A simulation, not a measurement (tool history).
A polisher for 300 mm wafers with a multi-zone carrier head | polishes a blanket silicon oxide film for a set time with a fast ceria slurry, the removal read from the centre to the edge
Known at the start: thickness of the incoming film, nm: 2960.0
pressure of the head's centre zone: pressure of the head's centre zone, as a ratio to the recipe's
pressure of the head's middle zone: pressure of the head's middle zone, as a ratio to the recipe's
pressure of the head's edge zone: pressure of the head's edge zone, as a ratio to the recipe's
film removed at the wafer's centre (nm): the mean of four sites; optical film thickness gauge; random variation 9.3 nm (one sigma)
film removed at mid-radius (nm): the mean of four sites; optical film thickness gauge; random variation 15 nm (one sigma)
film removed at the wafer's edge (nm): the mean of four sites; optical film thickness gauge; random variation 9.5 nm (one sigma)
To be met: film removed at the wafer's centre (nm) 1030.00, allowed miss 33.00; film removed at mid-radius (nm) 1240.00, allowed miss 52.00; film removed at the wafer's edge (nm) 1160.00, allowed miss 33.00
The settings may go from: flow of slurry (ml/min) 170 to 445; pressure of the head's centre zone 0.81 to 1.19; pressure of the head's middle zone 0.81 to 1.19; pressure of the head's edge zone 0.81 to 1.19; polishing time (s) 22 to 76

| run | hour | flow of slurry (ml/min) | pressure of the head's centre zone | pressure of the head's middle zone | pressure of the head's edge zone | polishing time (s) | film removed at the wafer's centre (nm) | film removed at mid-radius (nm) | film removed at the wafer's edge (nm) |
|---|---|---|---|---|---|---|---|---|---|
| 1 | 0.0 | 285 | 1.00 | 1.00 | 1.00 | 49 | 909.41 | 910.14 | 912.90 |
| 2 | 7.7 | 295 | 0.99 | 1.05 | 1.04 | 51 | 926.02 | 979.42 | 1000.40 |
| 3 | 13.1 | 255 | 0.99 | 1.05 | 1.04 | 51 | 934.36 | 973.75 | 984.22 |
| 4 | 17.7 | 300 | 0.99 | 1.05 | 1.04 | 51 | 936.17 | 969.48 | 999.77 |
| 5 | 23.0 | 290 | 0.98 | 1.09 | 1.03 | 53 | 968.54 | 1056.70 | 1018.10 |
| 6 | 31.7 | 290 | 0.97 | 1.12 | 1.05 | 54 | 977.45 | 1099.10 | 1059.60 |
| 7 | 37.5 | 290 | 0.96 | 1.14 | 1.06 | 55 | 1003.50 | 1155.10 | 1067.00 |
| 8 | 46.1 | 295 | 0.95 | 1.15 | 1.09 | 55 | 970.16 | 1131.10 | 1099.40 |
| 9 | 50.8 | 295 | 0.95 | 1.16 | 1.09 | 56 | 980.80 | 1173.50 | 1106.80 |

Which of these 5 next moves meets every target?
| A | 55.5 | 210 | 0.92 | 1.18 | 0.97 | 55 | ? | ? | ? |
| B | 55.5 | 280 | 0.93 | 1.15 | 1.05 | 54 | ? | ? | ? |
| C | 55.5 | 285 | 0.96 | 1.19 | 1.13 | 58 | ? | ? | ? |
| D | 55.5 | 270 | 0.93 | 1.13 | 1.16 | 53 | ? | ? | ? |
| E | 55.5 | 305 | 1.02 | 1.19 | 1.05 | 55 | ? | ? | ? |

| move | film removed at the wafer's centre (nm) | film removed at mid-radius (nm) | film removed at the wafer's edge (nm) |
|---|---|---|---|
| A | 913.08 | 1138.40 | 1022.40 |
| B | 925.75 | 1114.40 | 1059.00 |
| C | 1028.30 | 1233.90 | 1180.70 |
| D | 906.09 | 1074.60 | 1091.50 |
| E | 1041.50 | 1175.00 | 1082.60 |
A: further off than the last run
B: further off than the last run
C: meets every target
D: further off than the last run
E: further off than the last run
The right move is C.
